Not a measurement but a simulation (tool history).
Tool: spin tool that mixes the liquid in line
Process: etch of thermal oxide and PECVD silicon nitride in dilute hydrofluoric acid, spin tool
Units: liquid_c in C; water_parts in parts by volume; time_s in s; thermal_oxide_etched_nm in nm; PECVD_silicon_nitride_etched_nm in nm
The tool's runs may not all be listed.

run  hour  liquid_c  water_parts  time_s  thermal_oxide_etched_nm  PECVD_silicon_nitride_etched_nm
  1   0.0      20.0          160     180                   4.1890                           4.5022
  2   1.9      20.0          160     255                   5.9307                           6.4175
  3   5.8      19.5          185     255                   4.8796                           5.3814
  4  11.4      18.0          185     255                   4.6047                           4.8034
  5  15.2      18.0          185     290                   5.2475                           5.4992
  6  19.8      18.0          185     320                   5.7436                           6.0934
  7  23.5      18.0          210     310                   4.8368                           5.2697
  8  29.8      18.0          225     300                   4.2347                           4.7278
  9  37.1      18.0          235     290                   3.9281                           4.4223
 10  44.7      18.0          245     280                   3.6318                           4.0279

The next listed run, before its measurement:
 11  52.8      18.0          255     275                        ?                                ?

{"run 11": {"thermal_oxide_etched_nm": 3.4056, "PECVD_silicon_nitride_etched_nm": 3.8406}}
